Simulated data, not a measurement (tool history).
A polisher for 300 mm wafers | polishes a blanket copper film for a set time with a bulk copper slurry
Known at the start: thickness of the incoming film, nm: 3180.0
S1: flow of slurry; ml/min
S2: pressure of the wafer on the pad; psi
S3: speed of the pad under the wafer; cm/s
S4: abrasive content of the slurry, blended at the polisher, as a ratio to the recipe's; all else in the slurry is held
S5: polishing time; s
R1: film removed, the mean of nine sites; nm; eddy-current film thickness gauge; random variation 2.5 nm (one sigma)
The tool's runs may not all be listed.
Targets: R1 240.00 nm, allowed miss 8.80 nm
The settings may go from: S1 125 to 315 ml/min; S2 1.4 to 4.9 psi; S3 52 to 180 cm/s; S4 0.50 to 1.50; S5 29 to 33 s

{"run": 1, "hour": 0.0, "S1": 205, "S2": 3.1, "S3": 116, "S4": 1.0, "S5": 33, "R1": 400.63}
{"run": 2, "hour": 0.8, "S1": 205, "S2": 3.1, "S3": 116, "S4": 1.15, "S5": 33, "R1": 410.85}
{"run": 3, "hour": 3.3, "S1": 205, "S2": 2.9, "S3": 116, "S4": 1.15, "S5": 33, "R1": 392.43}
{"run": 4, "hour": 6.0, "S1": 205, "S2": 2.7, "S3": 116, "S4": 1.15, "S5": 33, "R1": 376.73}
{"hour": 9.1, "done": "worn pad replaced by a new one"}
{"run": 5, "hour": 9.1, "S1": 205, "S2": 2.7, "S3": 116, "S4": 1.25, "S5": 33, "R1": 415.1}
{"run": 6, "hour": 11.1, "S1": 205, "S2": 2.6, "S3": 114, "S4": 1.25, "S5": 33, "R1": 397.53}
{"run": 7, "hour": 18.9, "S1": 205, "S2": 2.5, "S3": 110, "S4": 1.25, "S5": 33, "R1": 372.68}
{"run": 8, "hour": 24.0, "S1": 205, "S2": 2.4, "S3": 108, "S4": 1.25, "S5": 33, "R1": 359.32}
{"run": 9, "hour": 28.0, "S1": 200, "S2": 1.5, "S3": 96, "S4": 1.25, "S5": 33, "R1": 216.79}
{"run": 10, "hour": 36.5, "S1": 200, "S2": 1.5, "S3": 96, "S4": 1.25, "S5": 33, "R1": 218.33}
{"run": 11, "hour": 42.7, "S1": 205, "S2": 1.5, "S3": 96, "S4": 1.25, "S5": 33, "R1": 213.95}

4 next moves are on the table. One of them brings every result within its allowed miss. Which?
{"run": "A", "hour": 48.9, "S1": 190, "S2": 1.7, "S3": 88, "S4": 1.25, "S5": 33, "R1": "?"}
{"run": "B", "hour": 48.9, "S1": 200, "S2": 2.2, "S3": 80, "S4": 1.35, "S5": 29, "R1": "?"}
{"run": "C", "hour": 48.9, "S1": 215, "S2": 1.7, "S3": 94, "S4": 1.45, "S5": 33, "R1": "?"}
{"run": "D", "hour": 48.9, "S1": 185, "S2": 1.5, "S3": 110, "S4": 1.35, "S5": 30, "R1": "?"}

move=A R1=220.28
move=B R1=221.57
move=C R1=245.16
move=D R1=229.14
A: nearer than the last run, and not there yet
B: nearer than the last run, and not there yet
C: meets every target
D: nearer than the last run, and not there yet
Answer: C
